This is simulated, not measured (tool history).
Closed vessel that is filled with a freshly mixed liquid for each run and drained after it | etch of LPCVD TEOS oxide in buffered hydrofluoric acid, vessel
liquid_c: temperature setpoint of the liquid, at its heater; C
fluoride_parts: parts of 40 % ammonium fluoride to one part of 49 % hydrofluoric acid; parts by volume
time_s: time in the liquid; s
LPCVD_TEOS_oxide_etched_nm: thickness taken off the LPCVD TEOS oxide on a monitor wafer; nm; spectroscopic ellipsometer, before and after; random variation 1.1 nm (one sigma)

run  hour  liquid_c  fluoride_parts  time_s  LPCVD_TEOS_oxide_etched_nm
  1   0.0      23.0            14.0      30                      63.250
  2   3.7      26.0            14.0      30                      74.376
  3   8.4      26.0            16.5      30                      63.551
  4  16.0      26.0            13.5      30                      77.355
     24.5  -- thermometer replaced
  5  24.5      23.0            13.5      30                      74.319
  6  28.5      23.0            13.5      30                      72.771
  7  34.9      24.5            12.0      30                      89.648
  8  38.3      26.0            11.5      30                     102.320
  9  45.3      27.0            11.0      30                     113.220

Estimate the outcome of run 10 from the log above:
 10  50.0      28.0            11.0      30                           ?

{"run 10": {"LPCVD_TEOS_oxide_etched_nm": 116.61}}
